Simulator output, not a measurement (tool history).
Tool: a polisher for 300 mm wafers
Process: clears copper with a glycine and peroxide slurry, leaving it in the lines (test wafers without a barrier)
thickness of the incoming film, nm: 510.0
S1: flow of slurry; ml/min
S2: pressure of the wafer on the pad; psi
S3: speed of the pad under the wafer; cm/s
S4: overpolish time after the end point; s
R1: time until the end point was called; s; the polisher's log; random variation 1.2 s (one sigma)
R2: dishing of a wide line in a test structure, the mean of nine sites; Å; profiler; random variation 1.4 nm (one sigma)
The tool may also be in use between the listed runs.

| run | hour | S1 | S2 | S3 | S4 | R1 | R2 |
|---|---|---|---|---|---|---|---|
| 1 | 0.0 | 265 | 3.1 | 100 | 20 | 87.749 | 724.78 |
| 2 | 3.4 | 265 | 3.1 | 100 | 13 | 88.673 | 540.23 |
| 3 | 9.5 | 295 | 3.1 | 100 | 13 | 86.012 | 535.85 |
| 4 | 14.8 | 295 | 3.6 | 100 | 13 | 75.775 | 567.53 |
| 5 | 19.6 | 295 | 3.6 | 100 | 6 | 77.505 | 295.35 |
| 6 | 22.7 | 295 | 3.6 | 88 | 6 | 80.786 | 279.51 |
| 7 | 28.9 | 290 | 3.2 | 96 | 8 | 87.105 | 359.98 |
| 8 | 36.8 | 285 | 2.9 | 102 | 9 | 90.035 | 374.61 |
| 9 | 44.7 | 280 | 2.7 | 104 | 11 | 95.195 | 429.94 |
| 10 | 50.5 | 275 | 2.6 | 106 | 12 | 95.669 | 452.40 |
| 11 | 55.7 | 270 | 2.5 | 108 | 13 | 98.731 | 461.52 |

Forecast run 12:
| 12 | 57.7 | 265 | 2.4 | 108 | 15 | ? | ? |

Run 12 gave R1 102.580 s, R2 520.88 Å.

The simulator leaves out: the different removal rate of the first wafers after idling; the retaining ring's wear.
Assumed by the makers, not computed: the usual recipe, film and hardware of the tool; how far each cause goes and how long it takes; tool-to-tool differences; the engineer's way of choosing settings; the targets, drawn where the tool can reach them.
